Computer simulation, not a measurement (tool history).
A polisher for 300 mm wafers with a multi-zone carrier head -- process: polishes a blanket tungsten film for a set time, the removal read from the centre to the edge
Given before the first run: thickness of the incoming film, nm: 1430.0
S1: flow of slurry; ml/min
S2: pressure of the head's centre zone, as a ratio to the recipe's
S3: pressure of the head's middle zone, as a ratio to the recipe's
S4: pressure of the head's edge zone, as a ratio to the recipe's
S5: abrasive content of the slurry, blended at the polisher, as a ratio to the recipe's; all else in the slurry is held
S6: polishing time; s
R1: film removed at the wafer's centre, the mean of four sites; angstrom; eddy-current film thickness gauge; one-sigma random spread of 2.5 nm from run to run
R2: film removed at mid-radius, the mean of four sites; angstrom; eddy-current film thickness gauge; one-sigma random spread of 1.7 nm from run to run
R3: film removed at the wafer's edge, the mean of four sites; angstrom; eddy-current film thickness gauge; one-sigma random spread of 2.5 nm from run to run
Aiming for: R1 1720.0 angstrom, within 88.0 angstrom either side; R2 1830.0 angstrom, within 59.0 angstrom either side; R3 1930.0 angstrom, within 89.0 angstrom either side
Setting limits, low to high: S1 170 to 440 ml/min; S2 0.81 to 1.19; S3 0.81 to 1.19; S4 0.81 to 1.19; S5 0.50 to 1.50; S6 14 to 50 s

Run 1, hour 0.0: S1 280 ml/min, S2 1.00, S3 1.00, S4 1.00, S5 1.00, S6 32 s. Result: R1 2303.2 angstrom, R2 2360.3 angstrom, R3 2267.8 angstrom.
Run 2, hour 5.1: S1 275 ml/min, S2 0.96, S3 0.96, S4 0.98, S5 0.90, S6 32 s. Result: R1 2125.4 angstrom, R2 2194.4 angstrom, R3 2167.2 angstrom.
Run 3, hour 12.7: S1 275 ml/min, S2 0.96, S3 0.96, S4 0.98, S5 1.05, S6 32 s. Result: R1 2278.0 angstrom, R2 2283.1 angstrom, R3 2236.5 angstrom.
Run 4, hour 21.1: S1 270 ml/min, S2 0.93, S3 0.93, S4 0.97, S5 0.95, S6 32 s. Result: R1 2173.2 angstrom, R2 2170.4 angstrom, R3 2216.6 angstrom.
Run 5, hour 25.6: S1 270 ml/min, S2 0.93, S3 0.86, S4 0.97, S5 0.95, S6 32 s. Result: R1 2118.7 angstrom, R2 2045.6 angstrom, R3 2226.6 angstrom.
Run 6, hour 31.4: S1 270 ml/min, S2 0.93, S3 0.93, S4 0.97, S5 0.95, S6 32 s. Result: R1 2081.8 angstrom, R2 2206.6 angstrom, R3 2192.6 angstrom.
Run 7, hour 33.6: S1 270 ml/min, S2 0.92, S3 0.90, S4 0.95, S5 0.85, S6 32 s. Result: R1 2051.6 angstrom, R2 2065.8 angstrom, R3 2148.3 angstrom.
Run 8, hour 34.2: S1 265 ml/min, S2 0.90, S3 0.89, S4 0.94, S5 0.75, S6 32 s. Result: R1 1977.1 angstrom, R2 1981.8 angstrom, R3 1969.2 angstrom.
Run 9, hour 38.5: S1 265 ml/min, S2 0.90, S3 0.89, S4 0.94, S5 0.75, S6 32 s. Result: R1 1878.4 angstrom, R2 1970.2 angstrom, R3 2029.3 angstrom.

Of the 5 settings listed for the next run, only one would bring every result within its allowed miss of target. Which one?
Run A, hour 42.8: S1 285 ml/min, S2 0.97, S3 0.86, S4 0.91, S5 0.80, S6 33 s. Result: R1 ?, R2 ?, R3 ?.
Run B, hour 42.8: S1 240 ml/min, S2 0.87, S3 0.90, S4 0.98, S5 0.50, S6 33 s. Result: R1 ?, R2 ?, R3 ?.
Run C, hour 42.8: S1 310 ml/min, S2 0.84, S3 0.82, S4 1.05, S5 0.70, S6 32 s. Result: R1 ?, R2 ?, R3 ?.
Run D, hour 42.8: S1 295 ml/min, S2 0.96, S3 0.85, S4 1.05, S5 0.80, S6 31 s. Result: R1 ?, R2 ?, R3 ?.
Run E, hour 42.8: S1 260 ml/min, S2 0.81, S3 1.05, S4 1.04, S5 0.95, S6 30 s. Result: R1 ?, R2 ?, R3 ?.

move      R1      R2      R3
   A  2204.7  2012.2  2105.5
   B  1704.7  1801.1  1887.5
   C  1809.7  1827.6  2124.9
   D  2058.6  1878.9  2124.2
   E  1741.0  2240.3  2112.6
A: misses by more than the last run did
B: all results land within tolerance of their targets
C: brings the result that was furthest off to its target, and leaves another outside
D: brings the result that was furthest off to its target, and leaves another outside
E: misses by more than the last run did
B is the move that brings every result within its allowed miss.

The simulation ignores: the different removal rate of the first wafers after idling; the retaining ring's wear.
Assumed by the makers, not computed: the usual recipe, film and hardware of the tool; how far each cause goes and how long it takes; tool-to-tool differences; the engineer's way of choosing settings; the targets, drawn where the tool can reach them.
